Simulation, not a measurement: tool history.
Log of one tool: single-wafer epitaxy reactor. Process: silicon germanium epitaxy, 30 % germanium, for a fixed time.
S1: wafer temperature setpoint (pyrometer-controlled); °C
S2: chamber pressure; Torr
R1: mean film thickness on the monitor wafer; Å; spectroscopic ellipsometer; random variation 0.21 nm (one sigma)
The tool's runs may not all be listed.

run  hour   S1    S2      R1
  1     0  610  27.6  873.42
  2   6.4  608  27.5  845.51
  3  14.1  606  27.4  818.47
  4  20.5  606  29.3  836.03
  5  24.8  604  29.2  807.52
  6  30.4  603  29.1  800.81
  7  36.1  603  29.1  797.48
  8  43.8  602    29  784.57

Run 9 comes next. What will it give?
  9  51.8  601  28.9   ?

R1: 768.35 Å
